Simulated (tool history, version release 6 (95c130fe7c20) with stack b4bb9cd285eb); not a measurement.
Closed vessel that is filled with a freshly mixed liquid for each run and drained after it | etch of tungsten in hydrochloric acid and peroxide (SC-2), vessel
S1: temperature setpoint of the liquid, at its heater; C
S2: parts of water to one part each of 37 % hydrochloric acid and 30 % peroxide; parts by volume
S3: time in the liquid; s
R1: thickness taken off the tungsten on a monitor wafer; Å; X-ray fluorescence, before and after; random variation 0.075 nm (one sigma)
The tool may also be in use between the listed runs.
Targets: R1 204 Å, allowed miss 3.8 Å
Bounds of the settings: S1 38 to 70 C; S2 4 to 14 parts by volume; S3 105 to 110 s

{"run": 1, "day": 0.0, "S1": 54, "S2": 7.5, "S3": 105, "R1": 508.37}
{"run": 2, "day": 0.254, "S1": 54, "S2": 7.5, "S3": 110, "R1": 532.67}
{"run": 3, "day": 0.538, "S1": 50, "S2": 7.5, "S3": 110, "R1": 409.69}
{"run": 4, "day": 0.679, "S1": 50, "S2": 7.5, "S3": 110, "R1": 408.16}
{"run": 5, "day": 0.792, "S1": 50, "S2": 5.5, "S3": 110, "R1": 514.38}
{"run": 6, "day": 0.954, "S1": 46.5, "S2": 6, "S3": 110, "R1": 384.76}
{"run": 7, "day": 1.038, "S1": 44, "S2": 6, "S3": 110, "R1": 321.2}
{"run": 8, "day": 1.379, "S1": 42.5, "S2": 6, "S3": 110, "R1": 290.67}
{"run": 9, "day": 1.408, "S1": 41.5, "S2": 6, "S3": 110, "R1": 271.29}
{"run": 10, "day": 1.692, "S1": 40.5, "S2": 6, "S3": 110, "R1": 252.11}
{"run": 11, "day": 1.792, "S1": 40, "S2": 6, "S3": 110, "R1": 243.6}
{"run": 12, "day": 2.004, "S1": 39.5, "S2": 6, "S3": 110, "R1": 235.23}
{"run": 13, "day": 2.129, "S1": 39, "S2": 6, "S3": 110, "R1": 226.48}
{"run": 14, "day": 2.504, "S1": 38, "S2": 6.5, "S3": 110, "R1": 199.13}

4 next moves are on the table. One of them brings every result within its allowed miss. Which?
{"run": "A", "day": 2.879, "S1": 44, "S2": 10, "S3": 105, "R1": "?"}
{"run": "B", "day": 2.879, "S1": 41, "S2": 9, "S3": 110, "R1": "?"}
{"run": "C", "day": 2.879, "S1": 38, "S2": 6.5, "S3": 105, "R1": "?"}
{"run": "D", "day": 2.879, "S1": 38.5, "S2": 6.5, "S3": 105, "R1": "?"}

move=A R1=204.58
move=B R1=189.59
move=C R1=189.14
move=D R1=196.05
A: meets every target
B: further off than the last run
C: further off than the last run
D: further off than the last run
The right move is A.

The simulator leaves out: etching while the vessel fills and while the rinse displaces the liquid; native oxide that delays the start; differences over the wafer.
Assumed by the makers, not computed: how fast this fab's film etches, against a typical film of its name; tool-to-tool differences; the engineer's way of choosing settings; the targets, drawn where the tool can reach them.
